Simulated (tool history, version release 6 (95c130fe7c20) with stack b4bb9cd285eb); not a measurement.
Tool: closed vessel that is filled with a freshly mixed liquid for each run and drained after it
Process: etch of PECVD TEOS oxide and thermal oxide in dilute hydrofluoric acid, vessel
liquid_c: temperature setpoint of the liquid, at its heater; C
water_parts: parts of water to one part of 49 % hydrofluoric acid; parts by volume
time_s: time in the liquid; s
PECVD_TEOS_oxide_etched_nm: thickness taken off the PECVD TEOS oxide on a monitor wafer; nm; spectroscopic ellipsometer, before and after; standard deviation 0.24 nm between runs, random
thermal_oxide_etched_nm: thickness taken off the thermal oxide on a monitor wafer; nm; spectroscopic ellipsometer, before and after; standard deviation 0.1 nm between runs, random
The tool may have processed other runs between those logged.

run    day  liquid_c  water_parts  time_s  PECVD_TEOS_oxide_etched_nm  thermal_oxide_etched_nm
  1      0        25           50      60                       14.15                   6.0647
  2  0.171        25           45      60                      15.615                   6.9215
  3  0.529        25           35      60                      20.445                   8.8397
  4  0.667        25           45      60                      15.712                   6.8755
  5  1.046      26.5           45      60                      16.556                   7.2964
  6  1.288        23           45      60                      14.372                   6.3639
  7    1.6      24.5           45      60                      15.372                   6.7244
  8  1.642        26           45      60                      16.403                   7.1113
     1.804  -- thermometer replaced
  9  1.804        27           45      60                      17.863                   7.7687
 10  1.904        28           45      60                       18.69                   8.1873

Estimate the outcome of run 11 from the log above:
 11  1.988        32           35      60                           ?                        ?

Run 11 came out at PECVD_TEOS_oxide_etched_nm 28.545 nm, thermal_oxide_etched_nm 12.463 nm.
